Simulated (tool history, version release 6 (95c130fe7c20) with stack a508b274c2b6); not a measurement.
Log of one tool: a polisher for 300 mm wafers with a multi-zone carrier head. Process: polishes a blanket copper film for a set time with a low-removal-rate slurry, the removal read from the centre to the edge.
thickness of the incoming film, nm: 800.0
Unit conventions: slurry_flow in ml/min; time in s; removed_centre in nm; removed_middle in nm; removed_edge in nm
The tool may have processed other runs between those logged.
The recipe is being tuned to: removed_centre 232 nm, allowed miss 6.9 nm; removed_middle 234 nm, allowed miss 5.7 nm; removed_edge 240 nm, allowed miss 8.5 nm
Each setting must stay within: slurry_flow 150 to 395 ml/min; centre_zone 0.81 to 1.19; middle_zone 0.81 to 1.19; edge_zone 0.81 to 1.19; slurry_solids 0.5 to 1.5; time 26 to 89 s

run,hour,slurry_flow,centre_zone,middle_zone,edge_zone,slurry_solids,time,removed_centre,removed_middle,removed_edge
1,0,250,1,1,1,1,57,175.64,186.51,185.11
2,5.2,205,1,1,1,1,57,169.63,180.64,180.26
3,8.3,205,1,1,1,0.85,57,167.35,176.16,173.52
4,13.1,230,1.03,1.02,1.04,1,57,180.62,185.77,180.53
5,14.4,250,1.03,1.01,1.05,1.1,58,185.69,193.04,192.01
6,18.7,270,1.04,1.01,1.06,1.2,59,199.47,198.02,201.38
7,20.4,285,1.04,1.02,1.07,1.25,60,203.59,207.46,208.89
8,21.2,295,1.04,1.03,1.09,1.3,61,209.83,213.01,218.17
9,25.6,295,1.04,1.03,1.09,1.3,61,209.21,213.61,215.21
10,32.2,305,1.04,1.03,1.1,1.35,62,214.42,223.09,219.19
11,36,305,1.04,1.02,1.12,1.4,63,219.18,225.82,225.4
12,37.9,320,1.04,1.02,1.13,1.4,63,220.55,224.5,228.82
13,44.6,325,1.04,1.02,1.14,1.4,63,219.94,223.27,230.72
14,47,330,1.05,1.03,1.15,1.4,63,220.52,225.35,234.56
15,53.6,335,1.06,1.04,1.15,1.4,63,224.19,230.27,232.48
16,54.2,340,1.06,1.04,1.16,1.4,63,223.47,228.66,231.86
17,58.5,340,1.06,1.04,1.17,1.4,63,227.64,225.41,237.97

Exactly one of the 5 candidate moves below puts every result within its allowed miss. Which one?
A,62.8,300,1.1,0.97,1.1,1.45,63,?,?,?
B,62.8,320,1.1,0.97,1.19,1.25,64,?,?,?
C,62.8,360,1.06,1.04,1.15,1.5,64,?,?,?
D,62.8,330,1.13,0.91,1.19,1.25,63,?,?,?
E,62.8,290,1.04,1.06,1.14,1.5,63,?,?,?

move,removed_centre,removed_middle,removed_edge
A,233.94,217.05,226.35
B,233.13,216.13,234.42
C,234.53,235.14,239.41
D,236.43,205.43,231.37
E,221.73,229.76,231.13
A: further off than the last run
B: further off than the last run
C: meets every target
D: further off than the last run
E: the worst result of the last run now meets its target, but another is out of spec
The move that meets every target is C.
